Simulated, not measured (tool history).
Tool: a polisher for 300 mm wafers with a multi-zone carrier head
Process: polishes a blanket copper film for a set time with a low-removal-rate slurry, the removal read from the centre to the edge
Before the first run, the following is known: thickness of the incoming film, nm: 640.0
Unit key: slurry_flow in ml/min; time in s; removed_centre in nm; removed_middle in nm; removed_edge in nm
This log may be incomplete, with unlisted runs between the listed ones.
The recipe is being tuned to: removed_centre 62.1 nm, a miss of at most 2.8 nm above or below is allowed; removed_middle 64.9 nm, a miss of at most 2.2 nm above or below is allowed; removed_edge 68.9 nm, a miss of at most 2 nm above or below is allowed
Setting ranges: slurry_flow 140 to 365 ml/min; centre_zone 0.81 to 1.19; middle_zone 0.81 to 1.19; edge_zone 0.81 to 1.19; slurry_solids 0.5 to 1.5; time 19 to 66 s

run 1 hour=0 | slurry_flow=235 centre_zone=1 middle_zone=1 edge_zone=1 slurry_solids=1 time=42 | removed_centre=111.07 removed_middle=108.66 removed_edge=104.04
run 2 hour=7 | slurry_flow=225 centre_zone=0.96 middle_zone=0.97 edge_zone=0.99 slurry_solids=0.9 time=39 | removed_centre=97.607 removed_middle=96.153 removed_edge=94.72
run 3 hour=10.9 | slurry_flow=225 centre_zone=0.96 middle_zone=0.97 edge_zone=1.06 slurry_solids=0.9 time=39 | removed_centre=94.03 removed_middle=94.638 removed_edge=97.031
run 4 hour=13.2 | slurry_flow=225 centre_zone=1.02 middle_zone=0.97 edge_zone=1.06 slurry_solids=0.9 time=39 | removed_centre=101.1 removed_middle=95.491 removed_edge=98.189
run 5 hour=21.6 | slurry_flow=220 centre_zone=0.98 middle_zone=0.96 edge_zone=1.05 slurry_solids=0.8 time=37 | removed_centre=90.284 removed_middle=86.233 removed_edge=89.716
run 6 hour=27.3 | slurry_flow=220 centre_zone=0.98 middle_zone=0.96 edge_zone=1.1 slurry_solids=0.8 time=37 | removed_centre=89.841 removed_middle=86.924 removed_edge=90.861
run 7 hour=29.8 | slurry_flow=215 centre_zone=0.95 middle_zone=0.95 edge_zone=1.09 slurry_solids=0.75 time=35 | removed_centre=80.962 removed_middle=81.172 removed_edge=85.313
run 8 hour=33.4 | slurry_flow=190 centre_zone=0.85 middle_zone=0.85 edge_zone=0.99 slurry_solids=0.5 time=31 | removed_centre=57.04 removed_middle=58.95 removed_edge=64.431

Consider the 5 candidate settings below. Which is the only one whose results all fall within their allowed miss of target?
run A hour=37 | slurry_flow=205 centre_zone=0.89 middle_zone=0.97 edge_zone=0.81 slurry_solids=0.55 time=31 | removed_centre=? removed_middle=? removed_edge=?
run B hour=37 | slurry_flow=270 centre_zone=0.83 middle_zone=0.93 edge_zone=0.86 slurry_solids=0.55 time=30 | removed_centre=? removed_middle=? removed_edge=?
run C hour=37 | slurry_flow=225 centre_zone=0.86 middle_zone=0.98 edge_zone=0.82 slurry_solids=0.5 time=32 | removed_centre=? removed_middle=? removed_edge=?
run D hour=37 | slurry_flow=205 centre_zone=0.93 middle_zone=1.03 edge_zone=0.83 slurry_solids=0.5 time=31 | removed_centre=? removed_middle=? removed_edge=?
run E hour=37 | slurry_flow=230 centre_zone=0.82 middle_zone=0.84 edge_zone=0.88 slurry_solids=0.6 time=33 | removed_centre=? removed_middle=? removed_edge=?

move=A removed_centre=61.408 removed_middle=66.847 removed_edge=59.588
move=B removed_centre=56.937 removed_middle=64.057 removed_edge=60.378
move=C removed_centre=60.404 removed_middle=68.595 removed_edge=60.795
move=D removed_centre=62.724 removed_middle=68.668 removed_edge=58.778
move=E removed_centre=62.173 removed_middle=65.234 removed_edge=67.904
A: brings the result that was furthest off to its target, and leaves another outside
B: brings the result that was furthest off to its target, and leaves another outside
C: carries the result that was furthest off beyond its target, to the other side
D: carries the result that was furthest off beyond its target, to the other side
E: every result lands within tolerance
Go with E: it meets all targets.

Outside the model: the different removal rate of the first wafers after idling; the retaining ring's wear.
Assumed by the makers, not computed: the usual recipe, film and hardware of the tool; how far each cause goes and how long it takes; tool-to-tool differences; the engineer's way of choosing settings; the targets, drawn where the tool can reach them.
